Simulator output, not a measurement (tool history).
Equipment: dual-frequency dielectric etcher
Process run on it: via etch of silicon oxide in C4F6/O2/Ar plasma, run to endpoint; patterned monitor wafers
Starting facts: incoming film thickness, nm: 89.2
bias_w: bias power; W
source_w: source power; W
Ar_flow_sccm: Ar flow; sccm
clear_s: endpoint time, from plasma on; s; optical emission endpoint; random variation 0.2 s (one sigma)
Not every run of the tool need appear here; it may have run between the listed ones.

run 1 day=0 | bias_w=393 source_w=370 Ar_flow_sccm=229 | clear_s=21.165
run 2 day=0.038 | bias_w=367 source_w=370 Ar_flow_sccm=229 | clear_s=21.521
run 3 day=0.246 | bias_w=300 source_w=370 Ar_flow_sccm=229 | clear_s=22.818
run 4 day=0.379 | bias_w=279 source_w=350 Ar_flow_sccm=233 | clear_s=23.799
run 5 day=0.712 | bias_w=279 source_w=400 Ar_flow_sccm=233 | clear_s=22.269
run 6 day=1.088 | bias_w=264 source_w=370 Ar_flow_sccm=237 | clear_s=23.753

The next listed run, before its measurement:
run 7 day=1.283 | bias_w=255 source_w=350 Ar_flow_sccm=240 | clear_s=?

{"run 7": {"clear_s": 24.25}}

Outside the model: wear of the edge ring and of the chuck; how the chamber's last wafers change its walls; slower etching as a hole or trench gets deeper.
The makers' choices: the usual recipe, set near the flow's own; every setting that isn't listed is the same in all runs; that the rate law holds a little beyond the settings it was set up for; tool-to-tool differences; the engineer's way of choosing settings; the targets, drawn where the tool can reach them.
